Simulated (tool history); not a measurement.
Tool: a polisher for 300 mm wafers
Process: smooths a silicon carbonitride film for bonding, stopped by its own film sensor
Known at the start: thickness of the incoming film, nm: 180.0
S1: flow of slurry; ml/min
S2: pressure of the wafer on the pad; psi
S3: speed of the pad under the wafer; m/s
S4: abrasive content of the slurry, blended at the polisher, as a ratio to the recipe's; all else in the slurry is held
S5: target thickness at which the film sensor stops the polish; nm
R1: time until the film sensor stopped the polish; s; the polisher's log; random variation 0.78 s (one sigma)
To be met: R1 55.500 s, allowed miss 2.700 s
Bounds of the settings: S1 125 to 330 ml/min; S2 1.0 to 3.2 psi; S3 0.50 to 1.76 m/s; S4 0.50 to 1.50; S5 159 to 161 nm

run 1 hour=0.0 | S1=210 S2=2.1 S3=1.12 S4=1.00 S5=159 | R1=72.025
run 2 hour=2.6 | S1=210 S2=2.1 S3=1.12 S4=1.00 S5=159 | R1=75.186
run 3 hour=3.7 | S1=210 S2=2.1 S3=1.12 S4=1.00 S5=161 | R1=65.835
run 4 hour=12.2 | S1=210 S2=1.7 S3=1.12 S4=1.00 S5=161 | R1=77.062
run 5 hour=13.3 | S1=210 S2=1.9 S3=1.14 S4=1.00 S5=161 | R1=69.593
run 6 hour=18.4 | S1=210 S2=2.1 S3=1.16 S4=1.00 S5=161 | R1=64.104
run 7 hour=23.9 | S1=210 S2=2.2 S3=1.16 S4=1.00 S5=161 | R1=64.603
run 8 hour=28.3 | S1=210 S2=2.3 S3=1.18 S4=1.00 S5=161 | R1=58.730
run 9 hour=30.6 | S1=210 S2=2.4 S3=1.18 S4=1.00 S5=161 | R1=60.104

4 next moves are on the table. One of them brings every result within its allowed miss. Which?
run A hour=32.9 | S1=245 S2=1.9 S3=1.32 S4=1.10 S5=160 | R1=?
run B hour=32.9 | S1=225 S2=2.5 S3=1.14 S4=1.05 S5=161 | R1=?
run C hour=32.9 | S1=210 S2=2.5 S3=1.30 S4=1.05 S5=161 | R1=?
run D hour=32.9 | S1=240 S2=2.1 S3=1.12 S4=1.05 S5=160 | R1=?

move=A R1=60.574
move=B R1=55.277
move=C R1=50.339
move=D R1=66.011
A: further off than the last run
B: meets every target
C: takes the result that was furthest off past its target
D: further off than the last run
Answer: B

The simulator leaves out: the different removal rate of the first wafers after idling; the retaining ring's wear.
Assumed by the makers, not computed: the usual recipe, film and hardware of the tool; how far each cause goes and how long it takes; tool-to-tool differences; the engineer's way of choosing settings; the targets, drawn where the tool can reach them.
